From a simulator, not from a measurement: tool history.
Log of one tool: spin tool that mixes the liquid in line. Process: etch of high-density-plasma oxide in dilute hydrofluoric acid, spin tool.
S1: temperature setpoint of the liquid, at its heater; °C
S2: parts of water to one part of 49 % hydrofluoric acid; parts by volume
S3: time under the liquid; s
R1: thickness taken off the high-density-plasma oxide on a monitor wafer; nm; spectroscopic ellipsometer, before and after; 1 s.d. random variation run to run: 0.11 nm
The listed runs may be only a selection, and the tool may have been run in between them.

run,hour,S1,S2,S3,R1
1,0.0,24.0,280,285,4.6327
2,3.7,20.5,280,285,4.0826
3,7.4,21.5,260,285,4.6701
4,14.5,22.5,245,285,5.1520
5,20.7,23.5,230,285,5.7520
6,24.9,21.0,230,285,5.3065

The next listed run, before its measurement:
7,30.0,21.0,230,285,?

Run 7 produced R1 5.2874 nm.
